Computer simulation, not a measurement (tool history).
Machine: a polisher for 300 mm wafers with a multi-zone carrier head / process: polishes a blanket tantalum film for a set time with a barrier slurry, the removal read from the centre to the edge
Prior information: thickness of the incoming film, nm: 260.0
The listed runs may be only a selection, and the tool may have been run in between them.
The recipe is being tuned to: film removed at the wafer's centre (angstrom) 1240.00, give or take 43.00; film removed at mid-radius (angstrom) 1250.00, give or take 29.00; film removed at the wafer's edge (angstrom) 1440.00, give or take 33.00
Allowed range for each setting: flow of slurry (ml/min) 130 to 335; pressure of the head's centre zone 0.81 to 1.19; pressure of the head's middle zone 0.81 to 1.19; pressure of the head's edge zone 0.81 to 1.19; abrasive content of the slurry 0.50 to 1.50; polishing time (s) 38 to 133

| run | hour | flow of slurry (ml/min) | pressure of the head's centre zone | pressure of the head's middle zone | pressure of the head's edge zone | abrasive content of the slurry | polishing time (s) | film removed at the wafer's centre (angstrom) | film removed at mid-radius (angstrom) | film removed at the wafer's edge (angstrom) |
|---|---|---|---|---|---|---|---|---|---|---|
| 1 | 0.0 | 215 | 1.00 | 1.00 | 1.00 | 1.00 | 85 | 1020.60 | 1004.30 | 1085.40 |
| 2 | 2.6 | 215 | 1.00 | 1.00 | 1.00 | 1.00 | 69 | 840.08 | 804.64 | 876.80 |
| 3 | 4.9 | 225 | 1.00 | 1.01 | 1.06 | 1.15 | 75 | 956.49 | 928.49 | 1026.60 |
| 4 | 12.3 | 225 | 1.00 | 1.08 | 1.06 | 1.15 | 75 | 966.86 | 994.13 | 1040.00 |
| 5 | 13.8 | 225 | 1.00 | 1.08 | 1.06 | 1.15 | 54 | 684.77 | 706.96 | 735.19 |
| 6 | 14.6 | 230 | 0.99 | 1.07 | 1.10 | 1.25 | 64 | 825.86 | 863.00 | 916.88 |
| 7 | 15.4 | 235 | 0.99 | 1.05 | 1.13 | 1.35 | 71 | 947.70 | 962.64 | 1064.10 |
| 8 | 22.5 | 240 | 0.99 | 1.05 | 1.15 | 1.40 | 76 | 1032.30 | 1046.80 | 1156.70 |
| 9 | 23.1 | 240 | 0.98 | 1.04 | 1.16 | 1.45 | 80 | 1066.60 | 1105.30 | 1220.60 |
| 10 | 25.5 | 245 | 0.98 | 1.02 | 1.17 | 1.45 | 83 | 1108.60 | 1124.50 | 1291.90 |
| 11 | 33.4 | 260 | 0.98 | 1.02 | 1.18 | 1.45 | 85 | 1151.80 | 1167.90 | 1337.70 |
| 12 | 39.2 | 270 | 0.98 | 1.02 | 1.18 | 1.45 | 86 | 1146.60 | 1179.70 | 1332.80 |
| 13 | 39.7 | 260 | 0.98 | 1.02 | 1.18 | 1.45 | 87 | 1179.80 | 1190.80 | 1341.70 |
| 14 | 44.9 | 255 | 0.98 | 1.01 | 1.18 | 1.45 | 88 | 1171.70 | 1174.20 | 1376.90 |

Exactly one of the 4 candidate moves below puts every result within its allowed miss. Which one?
| A | 50.1 | 280 | 1.03 | 1.03 | 1.14 | 1.50 | 88 | ? | ? | ? |
| B | 50.1 | 310 | 1.04 | 0.99 | 1.08 | 1.20 | 88 | ? | ? | ? |
| C | 50.1 | 300 | 0.97 | 1.01 | 1.19 | 1.50 | 90 | ? | ? | ? |
| D | 50.1 | 275 | 1.07 | 0.97 | 1.12 | 1.50 | 83 | ? | ? | ? |

| move | film removed at the wafer's centre (angstrom) | film removed at mid-radius (angstrom) | film removed at the wafer's edge (angstrom) |
|---|---|---|---|
| A | 1277.30 | 1246.70 | 1371.60 |
| B | 1226.20 | 1147.50 | 1268.10 |
| C | 1252.60 | 1262.00 | 1441.50 |
| D | 1240.00 | 1115.80 | 1281.40 |
A: puts the biggest miss on target and leaves a different result outside tolerance
B: moves away from the targets compared with the last run
C: all results in spec
D: moves away from the targets compared with the last run
Move C is the one to make.
